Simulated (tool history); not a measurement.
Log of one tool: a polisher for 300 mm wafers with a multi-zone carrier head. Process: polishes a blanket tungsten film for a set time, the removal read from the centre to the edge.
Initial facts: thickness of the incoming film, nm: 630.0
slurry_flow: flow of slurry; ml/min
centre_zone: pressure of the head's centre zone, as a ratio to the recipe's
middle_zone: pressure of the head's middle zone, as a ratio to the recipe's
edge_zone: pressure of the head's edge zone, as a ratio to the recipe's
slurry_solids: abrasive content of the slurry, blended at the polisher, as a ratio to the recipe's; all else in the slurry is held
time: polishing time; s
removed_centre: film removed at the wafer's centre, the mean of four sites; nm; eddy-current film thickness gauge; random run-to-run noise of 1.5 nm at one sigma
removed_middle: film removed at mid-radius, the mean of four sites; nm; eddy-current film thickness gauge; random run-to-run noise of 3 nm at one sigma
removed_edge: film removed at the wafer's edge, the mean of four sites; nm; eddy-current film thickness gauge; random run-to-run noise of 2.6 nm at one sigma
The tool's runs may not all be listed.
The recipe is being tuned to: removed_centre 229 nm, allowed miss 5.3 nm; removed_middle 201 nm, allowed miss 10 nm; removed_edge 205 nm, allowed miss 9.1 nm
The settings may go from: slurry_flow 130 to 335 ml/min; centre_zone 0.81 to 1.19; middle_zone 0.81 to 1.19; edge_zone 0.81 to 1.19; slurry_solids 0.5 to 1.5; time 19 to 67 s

Run 1, hour 0: slurry_flow 215 ml/min, centre_zone 1, middle_zone 1, edge_zone 1, slurry_solids 1, time 43 s. Result: removed_centre 245.21 nm, removed_middle 246.11 nm, removed_edge 245.75 nm.
Run 2, hour 7.9: slurry_flow 210 ml/min, centre_zone 1.01, middle_zone 0.98, edge_zone 0.97, slurry_solids 0.95, time 43 s. Result: removed_centre 243.51 nm, removed_middle 239.05 nm, removed_edge 235.22 nm.
Run 3, hour 14.9: slurry_flow 210 ml/min, centre_zone 1.01, middle_zone 0.98, edge_zone 0.97, slurry_solids 0.95, time 54 s. Result: removed_centre 309.82 nm, removed_middle 299.72 nm, removed_edge 295.71 nm.
Run 4, hour 17.6: slurry_flow 205 ml/min, centre_zone 1.01, middle_zone 0.95, edge_zone 0.95, slurry_solids 0.85, time 53 s. Result: removed_centre 295.68 nm, removed_middle 283.57 nm, removed_edge 288.59 nm.
Run 5, hour 22.3: slurry_flow 210 ml/min, centre_zone 1.02, middle_zone 0.94, edge_zone 0.94, slurry_solids 0.8, time 51 s. Result: removed_centre 280.36 nm, removed_middle 264.89 nm, removed_edge 271.15 nm.
Run 6, hour 25.1: slurry_flow 210 ml/min, centre_zone 1.03, middle_zone 0.93, edge_zone 0.92, slurry_solids 0.75, time 50 s. Result: removed_centre 277.93 nm, removed_middle 250.77 nm, removed_edge 262.98 nm.
Run 7, hour 31.3: slurry_flow 210 ml/min, centre_zone 1.03, middle_zone 0.94, edge_zone 0.9, slurry_solids 0.7, time 49 s. Result: removed_centre 271.4 nm, removed_middle 249.44 nm, removed_edge 254.12 nm.
Run 8, hour 33: slurry_flow 210 ml/min, centre_zone 1.03, middle_zone 0.94, edge_zone 0.89, slurry_solids 0.65, time 48 s. Result: removed_centre 260.45 nm, removed_middle 242.27 nm, removed_edge 238.86 nm.
Run 9, hour 40.4: slurry_flow 175 ml/min, centre_zone 1, middle_zone 0.84, edge_zone 0.81, slurry_solids 0.5, time 46 s. Result: removed_centre 221.4 nm, removed_middle 198.43 nm, removed_edge 209.92 nm.

4 candidate next runs follow, results not yet known. Just one meets every target within its allowed miss. Identify it.
Run A, hour 47.8: slurry_flow 155 ml/min, centre_zone 1.11, middle_zone 0.84, edge_zone 0.93, slurry_solids 0.55, time 43 s. Result: removed_centre ?, removed_middle ?, removed_edge ?.
Run B, hour 47.8: slurry_flow 195 ml/min, centre_zone 1.04, middle_zone 0.87, edge_zone 0.81, slurry_solids 0.6, time 43 s. Result: removed_centre ?, removed_middle ?, removed_edge ?.
Run C, hour 47.8: slurry_flow 145 ml/min, centre_zone 1.01, middle_zone 0.9, edge_zone 0.81, slurry_solids 0.55, time 50 s. Result: removed_centre ?, removed_middle ?, removed_edge ?.
Run D, hour 47.8: slurry_flow 245 ml/min, centre_zone 0.99, middle_zone 0.87, edge_zone 0.81, slurry_solids 0.5, time 43 s. Result: removed_centre ?, removed_middle ?, removed_edge ?.

move  removed_centre  removed_middle  removed_edge
   A          228.23          182.37         205.5
   B          227.61          198.56        204.67
   C          237.45          220.49        224.77
   D           217.8          199.02        203.41
A: meets the target for the result that was furthest off, but another lies outside its allowed miss
B: each result inside its tolerance
C: carries the result that was furthest off beyond its target, to the other side
D: lands further from the targets than the last run did
The right move is B.
